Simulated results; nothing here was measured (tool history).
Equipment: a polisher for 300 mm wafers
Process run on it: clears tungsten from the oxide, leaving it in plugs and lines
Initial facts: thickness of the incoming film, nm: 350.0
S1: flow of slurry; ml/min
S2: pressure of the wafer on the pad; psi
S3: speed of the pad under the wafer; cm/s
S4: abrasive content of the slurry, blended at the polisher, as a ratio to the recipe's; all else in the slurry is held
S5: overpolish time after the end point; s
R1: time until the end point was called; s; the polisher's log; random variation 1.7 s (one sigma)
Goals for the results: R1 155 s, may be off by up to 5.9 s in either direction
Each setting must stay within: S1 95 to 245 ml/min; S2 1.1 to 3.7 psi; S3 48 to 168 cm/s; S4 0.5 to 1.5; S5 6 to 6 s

{"run": 1, "day": 0.0, "S1": 155, "S2": 2.4, "S3": 108, "S4": 1, "S5": 6, "R1": 120.05}
{"run": 2, "day": 0.088, "S1": 150, "S2": 2.2, "S3": 108, "S4": 1, "S5": 6, "R1": 130.32}
{"run": 3, "day": 0.179, "S1": 150, "S2": 2.1, "S3": 108, "S4": 1, "S5": 6, "R1": 137.57}
{"run": 4, "day": 0.404, "S1": 150, "S2": 2.4, "S3": 108, "S4": 1, "S5": 6, "R1": 120.96}
{"run": 5, "day": 0.662, "S1": 150, "S2": 2.4, "S3": 108, "S4": 1, "S5": 6, "R1": 122.75}
{"run": 6, "day": 0.979, "S1": 150, "S2": 2.4, "S3": 126, "S4": 1, "S5": 6, "R1": 103.61}
{"run": 7, "day": 1.188, "S1": 140, "S2": 1.8, "S3": 124, "S4": 1, "S5": 6, "R1": 142.85}
{"run": 8, "day": 1.383, "S1": 135, "S2": 1.8, "S3": 124, "S4": 1, "S5": 6, "R1": 145.11}
{"run": 9, "day": 1.625, "S1": 130, "S2": 1.8, "S3": 124, "S4": 1, "S5": 6, "R1": 148.38}
{"run": 10, "day": 1.675, "S1": 125, "S2": 1.8, "S3": 124, "S4": 1, "S5": 6, "R1": 143.49}

Exactly one of the 5 candidate moves below puts every result within its allowed miss. Which one?
{"run": "A", "day": 1.725, "S1": 160, "S2": 2.1, "S3": 96, "S4": 0.9, "S5": 6, "R1": "?"}
{"run": "B", "day": 1.725, "S1": 150, "S2": 1.8, "S3": 100, "S4": 1.15, "S5": 6, "R1": "?"}
{"run": "C", "day": 1.725, "S1": 115, "S2": 1.8, "S3": 138, "S4": 0.75, "S5": 6, "R1": "?"}
{"run": "D", "day": 1.725, "S1": 95, "S2": 1.6, "S3": 164, "S4": 1.25, "S5": 6, "R1": "?"}
{"run": "E", "day": 1.725, "S1": 110, "S2": 2.1, "S3": 122, "S4": 0.95, "S5": 6, "R1": "?"}

move=A R1=155.1
move=B R1=167.36
move=C R1=144.44
move=D R1=131.9
move=E R1=134.67
A: all results in spec
B: pushes the last run's worst result past its target
C: nearer the targets than the last run, but a result is still out of spec
D: lands further from the targets than the last run did
E: lands further from the targets than the last run did
Move A is the one to make.
